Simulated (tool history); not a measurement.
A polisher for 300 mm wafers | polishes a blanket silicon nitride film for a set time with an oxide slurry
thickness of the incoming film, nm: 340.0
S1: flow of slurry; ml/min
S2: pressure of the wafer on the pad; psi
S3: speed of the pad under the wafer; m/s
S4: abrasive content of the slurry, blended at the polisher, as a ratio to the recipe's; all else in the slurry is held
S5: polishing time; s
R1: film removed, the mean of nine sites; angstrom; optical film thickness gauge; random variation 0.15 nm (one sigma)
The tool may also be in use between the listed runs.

{"run": 1, "hour": 0.0, "S1": 170, "S2": 2.8, "S3": 1, "S4": 1, "S5": 90, "R1": 389.23}
{"run": 2, "hour": 8.1, "S1": 190, "S2": 2.8, "S3": 1, "S4": 1, "S5": 90, "R1": 389.34}
{"run": 3, "hour": 9.9, "S1": 190, "S2": 2.4, "S3": 0.88, "S4": 1, "S5": 90, "R1": 304.62}
{"run": 4, "hour": 16.3, "S1": 190, "S2": 3.1, "S3": 0.88, "S4": 1, "S5": 90, "R1": 393.61}
{"run": 5, "hour": 19.4, "S1": 190, "S2": 3.1, "S3": 0.88, "S4": 1.1, "S5": 90, "R1": 416.37}
{"run": 6, "hour": 26.2, "S1": 190, "S2": 3.1, "S3": 0.72, "S4": 1.1, "S5": 90, "R1": 347.28}
{"run": 7, "hour": 31.7, "S1": 185, "S2": 2.6, "S3": 0.7, "S4": 1.1, "S5": 90, "R1": 289.35}
{"run": 8, "hour": 36.4, "S1": 185, "S2": 2.3, "S3": 0.66, "S4": 1.1, "S5": 90, "R1": 243.56}
{"run": 9, "hour": 39.0, "S1": 180, "S2": 2, "S3": 0.66, "S4": 1.1, "S5": 90, "R1": 210.89}
{"run": 10, "hour": 41.7, "S1": 170, "S2": 1.9, "S3": 0.66, "S4": 1.1, "S5": 90, "R1": 200.99}

Run 11 comes next. What will it give?
{"run": 11, "hour": 45.6, "S1": 160, "S2": 1.8, "S3": 0.66, "S4": 1.1, "S5": 90, "R1": "?"}

{"run 11": {"R1": 190.87}}
